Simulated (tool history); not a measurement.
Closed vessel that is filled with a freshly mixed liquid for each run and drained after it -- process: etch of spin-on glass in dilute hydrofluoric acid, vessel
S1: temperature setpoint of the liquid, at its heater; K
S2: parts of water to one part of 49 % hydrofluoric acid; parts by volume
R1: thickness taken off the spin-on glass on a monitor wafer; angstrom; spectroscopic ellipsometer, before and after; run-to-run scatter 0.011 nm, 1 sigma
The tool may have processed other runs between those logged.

Run 1, hour 0: S1 296.15 K, S2 190 parts by volume, time in the liquid (s) 30. Result: R1 29.486 angstrom.
Run 2, hour 1.4: S1 293.15 K, S2 190 parts by volume, time in the liquid (s) 30. Result: R1 26.171 angstrom.
Run 3, hour 6.6: S1 293.15 K, S2 165 parts by volume, time in the liquid (s) 30. Result: R1 31.22 angstrom.
Run 4, hour 9.4: S1 293.15 K, S2 165 parts by volume, time in the liquid (s) 30. Result: R1 31.261 angstrom.
Run 5, hour 13.5: S1 296.15 K, S2 165 parts by volume, time in the liquid (s) 30. Result: R1 34.539 angstrom.
Run 6, hour 19.4: S1 296.15 K, S2 135 parts by volume, time in the liquid (s) 30. Result: R1 43.804 angstrom.
Run 7, hour 21.9: S1 295.15 K, S2 155 parts by volume, time in the liquid (s) 30. Result: R1 36.551 angstrom.
Run 8, hour 26.9: S1 294.15 K, S2 175 parts by volume, time in the liquid (s) 30. Result: R1 30.045 angstrom.
Run 9, hour 29.1: S1 293.15 K, S2 190 parts by volume, time in the liquid (s) 30. Result: R1 26.084 angstrom.
Run 10, hour 34.3: S1 292.65 K, S2 200 parts by volume, time in the liquid (s) 30. Result: R1 24.527 angstrom.
Run 11, hour 38.4: S1 292.15 K, S2 210 parts by volume, time in the liquid (s) 30. Result: R1 22.289 angstrom.
Run 12, hour 40.1: S1 291.65 K, S2 220 parts by volume, time in the liquid (s) 30. Result: R1 20.958 angstrom.

Expected results for the next run?
Run 13, hour 43: S1 291.15 K, S2 230 parts by volume, time in the liquid (s) 30. Result: R1 ?.

Run 13 came out at R1 19.46 angstrom.

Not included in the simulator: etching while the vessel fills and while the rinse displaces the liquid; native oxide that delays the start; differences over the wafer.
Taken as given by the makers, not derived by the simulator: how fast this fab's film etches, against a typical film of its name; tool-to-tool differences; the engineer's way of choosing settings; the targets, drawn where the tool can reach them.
